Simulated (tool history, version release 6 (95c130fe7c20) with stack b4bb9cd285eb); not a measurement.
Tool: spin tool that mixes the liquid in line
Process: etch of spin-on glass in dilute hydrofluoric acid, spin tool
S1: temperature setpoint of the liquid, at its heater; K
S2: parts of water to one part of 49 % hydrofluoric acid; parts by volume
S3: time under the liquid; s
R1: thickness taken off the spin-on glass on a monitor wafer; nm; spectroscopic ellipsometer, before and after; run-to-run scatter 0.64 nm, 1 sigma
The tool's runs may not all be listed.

| run | hour | S1 | S2 | S3 | R1 |
|---|---|---|---|---|---|
| 1 | 0.0 | 298.15 | 135 | 220 | 67.989 |
| 2 | 8.9 | 298.15 | 135 | 235 | 73.577 |
| 3 | 9.7 | 298.15 | 135 | 235 | 72.183 |
| 4 | 18.4 | 298.15 | 135 | 235 | 72.764 |
| 5 | 26.3 | 298.15 | 170 | 235 | 54.936 |
| 6 | 27.8 | 298.15 | 135 | 235 | 72.140 |
| 7 | 33.0 | 300.15 | 125 | 235 | 86.029 |

Run 8 has not been measured yet. What should we expect?
|  | 41.7 | hydrofluoric acid flow meter replaced |
| 8 | 41.7 | 304.15 | 95 | 235 | ? |

Run 8 measured R1 155.900 nm.
